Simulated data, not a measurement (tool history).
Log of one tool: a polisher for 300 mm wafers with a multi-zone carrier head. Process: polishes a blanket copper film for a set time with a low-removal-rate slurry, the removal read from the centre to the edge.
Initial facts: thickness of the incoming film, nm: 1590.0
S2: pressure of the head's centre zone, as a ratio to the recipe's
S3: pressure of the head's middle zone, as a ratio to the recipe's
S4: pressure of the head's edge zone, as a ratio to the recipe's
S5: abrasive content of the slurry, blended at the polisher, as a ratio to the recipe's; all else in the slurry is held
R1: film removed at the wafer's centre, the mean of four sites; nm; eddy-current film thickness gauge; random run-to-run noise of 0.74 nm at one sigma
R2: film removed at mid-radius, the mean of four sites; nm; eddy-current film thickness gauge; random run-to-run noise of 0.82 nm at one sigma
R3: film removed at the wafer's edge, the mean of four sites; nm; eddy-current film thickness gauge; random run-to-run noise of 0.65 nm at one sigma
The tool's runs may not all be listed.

{"run": 1, "hour": 0.0, "flow of slurry (ml/min)": 235, "S2": 1, "S3": 1, "S4": 1, "S5": 1, "polishing time (s)": 35, "R1": 69.931, "R2": 70.166, "R3": 72.772}
{"run": 2, "hour": 7.5, "flow of slurry (ml/min)": 230, "S2": 0.97, "S3": 0.99, "S4": 1.01, "S5": 1, "polishing time (s)": 35, "R1": 67.417, "R2": 70.113, "R3": 73.822}
{"run": 3, "hour": 8.1, "flow of slurry (ml/min)": 230, "S2": 0.97, "S3": 0.99, "S4": 1.01, "S5": 1, "polishing time (s)": 39, "R1": 78.067, "R2": 78.705, "R3": 80.987}
{"run": 4, "hour": 15.0, "flow of slurry (ml/min)": 225, "S2": 0.93, "S3": 0.97, "S4": 1.01, "S5": 0.9, "polishing time (s)": 39, "R1": 70.695, "R2": 74.496, "R3": 79.393}
{"run": 5, "hour": 20.1, "flow of slurry (ml/min)": 225, "S2": 0.93, "S3": 0.97, "S4": 1.01, "S5": 0.75, "polishing time (s)": 39, "R1": 69.255, "R2": 72.049, "R3": 75.614}
{"run": 6, "hour": 27.2, "flow of slurry (ml/min)": 185, "S2": 0.93, "S3": 0.97, "S4": 1.01, "S5": 0.75, "polishing time (s)": 39, "R1": 67.285, "R2": 68.356, "R3": 74.005}
{"run": 7, "hour": 33.6, "flow of slurry (ml/min)": 180, "S2": 0.91, "S3": 0.97, "S4": 1.01, "S5": 0.75, "polishing time (s)": 39, "R1": 64.907, "R2": 68.898, "R3": 73.506}
{"hour": 42.2, "done": "slurry nozzle cleaned"}
{"run": 8, "hour": 42.2, "flow of slurry (ml/min)": 165, "S2": 0.85, "S3": 0.94, "S4": 1.02, "S5": 0.7, "polishing time (s)": 39, "R1": 61.842, "R2": 68.023, "R3": 75.32}

What does the tool deliver on the next run?
{"run": 9, "hour": 47.9, "flow of slurry (ml/min)": 160, "S2": 0.85, "S3": 0.94, "S4": 1.01, "S5": 0.7, "polishing time (s)": 39, "R1": "?", "R2": "?", "R3": "?"}

R1: 61.959 nm
R2: 68.886 nm
R3: 75.059 nm

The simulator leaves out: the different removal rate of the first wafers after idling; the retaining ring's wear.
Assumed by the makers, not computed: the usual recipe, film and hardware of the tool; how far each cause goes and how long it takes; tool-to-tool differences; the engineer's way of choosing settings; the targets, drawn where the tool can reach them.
